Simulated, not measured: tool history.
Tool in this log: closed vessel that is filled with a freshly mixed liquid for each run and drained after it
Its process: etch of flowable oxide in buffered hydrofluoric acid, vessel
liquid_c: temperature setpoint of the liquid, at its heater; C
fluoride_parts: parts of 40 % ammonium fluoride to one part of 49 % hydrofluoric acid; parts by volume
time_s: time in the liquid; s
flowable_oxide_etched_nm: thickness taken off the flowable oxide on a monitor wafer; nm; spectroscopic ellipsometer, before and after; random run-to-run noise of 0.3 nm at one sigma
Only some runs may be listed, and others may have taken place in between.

{"run": 1, "hour": 0.0, "liquid_c": 20.0, "fluoride_parts": 20.0, "time_s": 35, "flowable_oxide_etched_nm": 35.852}
{"run": 2, "hour": 4.2, "liquid_c": 20.5, "fluoride_parts": 20.0, "time_s": 35, "flowable_oxide_etched_nm": 36.563}
{"run": 3, "hour": 8.4, "liquid_c": 20.5, "fluoride_parts": 18.0, "time_s": 35, "flowable_oxide_etched_nm": 41.124}
{"run": 4, "hour": 14.9, "liquid_c": 20.5, "fluoride_parts": 20.0, "time_s": 35, "flowable_oxide_etched_nm": 37.03}
{"hour": 16.0, "done": "thermometer replaced"}
{"run": 5, "hour": 16.0, "liquid_c": 20.5, "fluoride_parts": 20.0, "time_s": 35, "flowable_oxide_etched_nm": 32.253}
{"run": 6, "hour": 20.9, "liquid_c": 20.5, "fluoride_parts": 20.0, "time_s": 35, "flowable_oxide_etched_nm": 32.487}
{"run": 7, "hour": 26.0, "liquid_c": 21.5, "fluoride_parts": 19.5, "time_s": 35, "flowable_oxide_etched_nm": 35.526}
{"run": 8, "hour": 29.6, "liquid_c": 21.5, "fluoride_parts": 19.0, "time_s": 35, "flowable_oxide_etched_nm": 36.406}
{"run": 9, "hour": 38.3, "liquid_c": 21.5, "fluoride_parts": 18.5, "time_s": 35, "flowable_oxide_etched_nm": 37.413}

For run 10, what comes out?
{"run": 10, "hour": 44.8, "liquid_c": 21.5, "fluoride_parts": 18.0, "time_s": 35, "flowable_oxide_etched_nm": "?"}

{"run 10": {"flowable_oxide_etched_nm": 38.575}}
